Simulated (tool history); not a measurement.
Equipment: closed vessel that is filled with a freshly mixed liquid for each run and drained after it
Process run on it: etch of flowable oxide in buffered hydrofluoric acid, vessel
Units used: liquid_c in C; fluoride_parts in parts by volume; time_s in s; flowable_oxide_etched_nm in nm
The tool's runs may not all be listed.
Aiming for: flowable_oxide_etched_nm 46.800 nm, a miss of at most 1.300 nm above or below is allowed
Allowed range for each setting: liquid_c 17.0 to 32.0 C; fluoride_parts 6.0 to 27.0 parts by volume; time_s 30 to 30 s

Run 1, hour 0.0: liquid_c 24.0 C, fluoride_parts 16.5 parts by volume, time_s 30 s. Result: flowable_oxide_etched_nm 39.784 nm.
Run 2, hour 6.0: liquid_c 24.0 C, fluoride_parts 16.5 parts by volume, time_s 30 s. Result: flowable_oxide_etched_nm 40.029 nm.
Run 3, hour 12.5: liquid_c 24.0 C, fluoride_parts 16.5 parts by volume, time_s 30 s. Result: flowable_oxide_etched_nm 39.868 nm.
Run 4, hour 20.1: liquid_c 20.5 C, fluoride_parts 16.5 parts by volume, time_s 30 s. Result: flowable_oxide_etched_nm 32.801 nm.
Run 5, hour 27.3: liquid_c 22.0 C, fluoride_parts 16.5 parts by volume, time_s 30 s. Result: flowable_oxide_etched_nm 35.854 nm.
Run 6, hour 28.1: liquid_c 23.0 C, fluoride_parts 16.5 parts by volume, time_s 30 s. Result: flowable_oxide_etched_nm 37.581 nm.
Run 7, hour 32.6: liquid_c 24.0 C, fluoride_parts 16.5 parts by volume, time_s 30 s. Result: flowable_oxide_etched_nm 40.038 nm.
Run 8, hour 36.6: liquid_c 24.5 C, fluoride_parts 16.5 parts by volume, time_s 30 s. Result: flowable_oxide_etched_nm 41.336 nm.
Run 9, hour 42.3: liquid_c 25.0 C, fluoride_parts 16.5 parts by volume, time_s 30 s. Result: flowable_oxide_etched_nm 42.125 nm.
Run 10, hour 51.4: liquid_c 27.5 C, fluoride_parts 16.5 parts by volume, time_s 30 s. Result: flowable_oxide_etched_nm 48.120 nm.

Pick the move, out of 5, that brings all results within their allowed miss; only one does.
Run A, hour 60.5: liquid_c 26.5 C, fluoride_parts 17.0 parts by volume, time_s 30 s. Result: flowable_oxide_etched_nm ?.
Run B, hour 60.5: liquid_c 26.0 C, fluoride_parts 15.5 parts by volume, time_s 30 s. Result: flowable_oxide_etched_nm ?.
Run C, hour 60.5: liquid_c 32.0 C, fluoride_parts 24.5 parts by volume, time_s 30 s. Result: flowable_oxide_etched_nm ?.
Run D, hour 60.5: liquid_c 25.5 C, fluoride_parts 16.5 parts by volume, time_s 30 s. Result: flowable_oxide_etched_nm ?.
Run E, hour 60.5: liquid_c 28.0 C, fluoride_parts 18.5 parts by volume, time_s 30 s. Result: flowable_oxide_etched_nm ?.

move  flowable_oxide_etched_nm
   A                    45.046
   B                    48.017
   C                    44.745
   D                    43.951
   E                    44.919
A: carries the result that was furthest off beyond its target, to the other side
B: every result within its allowed miss
C: carries the result that was furthest off beyond its target, to the other side
D: carries the result that was furthest off beyond its target, to the other side
E: carries the result that was furthest off beyond its target, to the other side
Go with B: it meets all targets.
